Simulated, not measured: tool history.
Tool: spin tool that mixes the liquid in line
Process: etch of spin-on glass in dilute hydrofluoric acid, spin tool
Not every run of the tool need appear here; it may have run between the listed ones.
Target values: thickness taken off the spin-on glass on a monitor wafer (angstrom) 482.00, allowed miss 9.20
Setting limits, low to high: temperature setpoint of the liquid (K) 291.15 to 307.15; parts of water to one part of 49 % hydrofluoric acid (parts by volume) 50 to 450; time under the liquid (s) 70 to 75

run,hour,temperature setpoint of the liquid (K),parts of water to one part of 49 % hydrofluoric acid (parts by volume),time under the liquid (s),thickness taken off the spin-on glass on a monitor wafer (angstrom)
1,0.0,299.15,250,70,132.78
2,8.5,296.65,250,70,121.94
3,11.4,298.15,225,70,146.18
4,12.9,298.15,160,70,221.73
5,20.1,299.15,150,70,246.37
6,21.6,299.15,70,70,594.50
7,25.3,298.65,70,70,577.47
8,29.4,298.15,70,70,568.41

Pick the move, out of 5, that brings all results within their allowed miss; only one does.
A,33.5,296.65,80,75,?
B,33.5,298.15,60,75,?
C,33.5,300.15,85,70,?
D,33.5,302.65,95,70,?
E,33.5,301.15,100,75,?

move,thickness taken off the spin-on glass on a monitor wafer (angstrom)
A,496.23
B,721.66
C,496.25
D,480.92
E,459.54
A: nearer the targets than the last run, but a result is still out of spec
B: the biggest miss grows against the last run
C: nearer the targets than the last run, but a result is still out of spec
D: every result within its allowed miss
E: moves the result that the last run missed by most past its target, out the other side
The move that meets every target is D.
